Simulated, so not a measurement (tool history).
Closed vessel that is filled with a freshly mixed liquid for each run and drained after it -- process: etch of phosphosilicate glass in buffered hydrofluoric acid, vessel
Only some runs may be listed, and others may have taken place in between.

| run | hour | temperature setpoint of the liquid (C) | parts of 40 % ammonium fluoride to one part of 49 % hydrofluoric acid (parts by volume) | time in the liquid (s) | thickness taken off the phosphosilicate glass on a monitor wafer (nm) |
|---|---|---|---|---|---|
| 1 | 0 | 22 | 12.5 | 105 | 335.68 |
| 2 | 5.6 | 22 | 12.5 | 110 | 351.07 |
| 3 | 6.8 | 21 | 13 | 110 | 318.62 |
| 4 | 8.8 | 21 | 9.5 | 110 | 428.62 |
| 5 | 14.4 | 21 | 8 | 110 | 509.62 |
| 6 | 23.3 | 20 | 9 | 110 | 417.77 |
| 7 | 32.3 | 19.5 | 10 | 110 | 381.12 |
| 8 | 38.8 | 19 | 11 | 110 | 335.38 |
| 9 | 46.4 | 18.5 | 11.5 | 110 | 314.08 |
| 10 | 49.8 | 18 | 12 | 110 | 294.4 |

What does the tool deliver on the next run?
| 11 | 51.3 | 17 | 14.5 | 110 | ? |

thickness taken off the phosphosilicate glass on a monitor wafer (nm): 228.66

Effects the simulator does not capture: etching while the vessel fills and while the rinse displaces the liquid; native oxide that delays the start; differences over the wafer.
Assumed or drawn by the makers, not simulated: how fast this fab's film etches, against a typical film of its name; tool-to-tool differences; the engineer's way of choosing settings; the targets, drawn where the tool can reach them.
